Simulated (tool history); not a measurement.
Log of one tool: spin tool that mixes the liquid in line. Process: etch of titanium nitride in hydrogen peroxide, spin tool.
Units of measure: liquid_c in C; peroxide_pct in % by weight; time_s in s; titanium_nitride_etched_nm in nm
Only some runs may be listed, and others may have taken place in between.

{"run": 1, "day": 0.0, "liquid_c": 45.0, "peroxide_pct": 19.0, "time_s": 260, "titanium_nitride_etched_nm": 9.5726}
{"run": 2, "day": 0.304, "liquid_c": 45.0, "peroxide_pct": 21.5, "time_s": 260, "titanium_nitride_etched_nm": 9.9493}
{"run": 3, "day": 0.642, "liquid_c": 43.0, "peroxide_pct": 20.5, "time_s": 260, "titanium_nitride_etched_nm": 8.2279}
{"run": 4, "day": 1.012, "liquid_c": 41.5, "peroxide_pct": 20.5, "time_s": 260, "titanium_nitride_etched_nm": 7.482}
{"run": 5, "day": 1.229, "liquid_c": 40.0, "peroxide_pct": 20.0, "time_s": 260, "titanium_nitride_etched_nm": 6.5816}
{"run": 6, "day": 1.375, "liquid_c": 46.5, "peroxide_pct": 20.0, "time_s": 260, "titanium_nitride_etched_nm": 10.643}
{"run": 7, "day": 1.488, "liquid_c": 44.0, "peroxide_pct": 19.5, "time_s": 260, "titanium_nitride_etched_nm": 9.0039}
{"run": 8, "day": 1.521, "liquid_c": 42.0, "peroxide_pct": 18.5, "time_s": 260, "titanium_nitride_etched_nm": 7.622}
{"run": 9, "day": 1.583, "liquid_c": 42.0, "peroxide_pct": 18.5, "time_s": 260, "titanium_nitride_etched_nm": 7.5982}

Run 10 comes next. What will it give?
{"run": 10, "day": 1.788, "liquid_c": 42.0, "peroxide_pct": 18.5, "time_s": 260, "titanium_nitride_etched_nm": "?"}

titanium_nitride_etched_nm: 7.7219 nm
